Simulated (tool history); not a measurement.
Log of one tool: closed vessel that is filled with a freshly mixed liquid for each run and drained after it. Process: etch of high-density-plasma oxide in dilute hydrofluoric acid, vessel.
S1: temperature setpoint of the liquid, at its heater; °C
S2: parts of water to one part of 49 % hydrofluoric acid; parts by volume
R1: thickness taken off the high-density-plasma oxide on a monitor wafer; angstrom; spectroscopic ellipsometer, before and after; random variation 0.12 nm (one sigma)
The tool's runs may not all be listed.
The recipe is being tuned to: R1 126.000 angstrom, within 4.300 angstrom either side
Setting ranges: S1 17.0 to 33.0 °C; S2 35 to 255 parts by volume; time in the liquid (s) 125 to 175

{"run": 1, "day": 0.0, "S1": 25.0, "S2": 145, "time in the liquid (s)": 175, "R1": 54.12}
{"run": 2, "day": 0.092, "S1": 25.0, "S2": 145, "time in the liquid (s)": 125, "R1": 38.52}
{"run": 3, "day": 0.408, "S1": 22.0, "S2": 145, "time in the liquid (s)": 125, "R1": 34.393}
{"run": 4, "day": 0.521, "S1": 25.0, "S2": 145, "time in the liquid (s)": 125, "R1": 38.577}
{"run": 5, "day": 0.7, "S1": 25.0, "S2": 145, "time in the liquid (s)": 125, "R1": 38.398}
{"run": 6, "day": 0.946, "S1": 27.0, "S2": 115, "time in the liquid (s)": 125, "R1": 54.761}
{"run": 7, "day": 1.058, "S1": 31.0, "S2": 60, "time in the liquid (s)": 130, "R1": 138.52}
{"run": 8, "day": 1.312, "S1": 30.5, "S2": 60, "time in the liquid (s)": 130, "R1": 132.84}
{"run": 9, "day": 1.421, "S1": 30.0, "S2": 60, "time in the liquid (s)": 130, "R1": 132.01}

5 next moves are on the table. One of them brings every result within its allowed miss. Which?
{"run": "A", "day": 1.529, "S1": 27.5, "S2": 50, "time in the liquid (s)": 125, "R1": "?"}
{"run": "B", "day": 1.529, "S1": 31.5, "S2": 60, "time in the liquid (s)": 130, "R1": "?"}
{"run": "C", "day": 1.529, "S1": 29.0, "S2": 60, "time in the liquid (s)": 130, "R1": "?"}
{"run": "D", "day": 1.529, "S1": 29.5, "S2": 75, "time in the liquid (s)": 175, "R1": "?"}
{"run": "E", "day": 1.529, "S1": 29.0, "S2": 80, "time in the liquid (s)": 160, "R1": "?"}

move=A R1=138.220
move=B R1=138.040
move=C R1=125.280
move=D R1=134.570
move=E R1=112.330
A: its largest miss is bigger than the last run's
B: its largest miss is bigger than the last run's
C: every result within its allowed miss
D: its largest miss is bigger than the last run's
E: moves the result that the last run missed by most past its target, out the other side
Go with C: it meets all targets.
